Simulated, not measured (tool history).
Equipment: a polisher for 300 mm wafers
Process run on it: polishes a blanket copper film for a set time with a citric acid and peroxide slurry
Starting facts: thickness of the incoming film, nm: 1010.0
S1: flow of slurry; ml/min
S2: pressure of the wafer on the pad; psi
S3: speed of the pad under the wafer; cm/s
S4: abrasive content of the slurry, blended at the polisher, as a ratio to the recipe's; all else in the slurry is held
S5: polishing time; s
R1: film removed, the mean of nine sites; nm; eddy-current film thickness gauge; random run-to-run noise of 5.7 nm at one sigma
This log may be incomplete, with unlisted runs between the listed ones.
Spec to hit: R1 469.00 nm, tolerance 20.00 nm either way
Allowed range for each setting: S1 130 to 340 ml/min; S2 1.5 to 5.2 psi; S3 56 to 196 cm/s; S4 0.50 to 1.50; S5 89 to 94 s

run,hour,S1,S2,S3,S4,S5,R1
1,0.0,220,3.3,126,1.00,89,318.64
2,7.4,200,3.3,126,1.00,89,305.90
3,8.2,200,3.9,126,1.00,89,372.80
4,11.7,210,4.1,126,1.00,89,393.60
5,16.0,215,4.3,126,1.00,89,403.69
6,22.2,215,4.3,108,1.00,89,351.39
7,25.3,215,4.5,110,1.00,89,369.43
8,29.3,215,4.7,112,1.00,89,404.73
9,33.3,215,4.8,112,1.00,89,410.28
10,37.2,215,4.9,114,1.00,89,424.94
11,39.4,215,5.0,114,1.00,89,434.01
12,44.9,215,5.0,114,1.00,89,426.79

Of the 4 settings listed for the next run, only one would bring every result within its allowed miss of target. Which one?
A,50.4,215,5.2,110,1.05,94,?
B,50.4,250,5.1,120,1.15,94,?
C,50.4,225,4.7,106,1.10,89,?
D,50.4,240,4.4,114,1.00,94,?

move,R1
A,469.63
B,513.62
C,392.40
D,413.57
A: each result inside its tolerance
B: the result that was furthest off in the last run now lies on the other side of its target
C: lands further from the targets than the last run did
D: lands further from the targets than the last run did
Move A is the one to make.

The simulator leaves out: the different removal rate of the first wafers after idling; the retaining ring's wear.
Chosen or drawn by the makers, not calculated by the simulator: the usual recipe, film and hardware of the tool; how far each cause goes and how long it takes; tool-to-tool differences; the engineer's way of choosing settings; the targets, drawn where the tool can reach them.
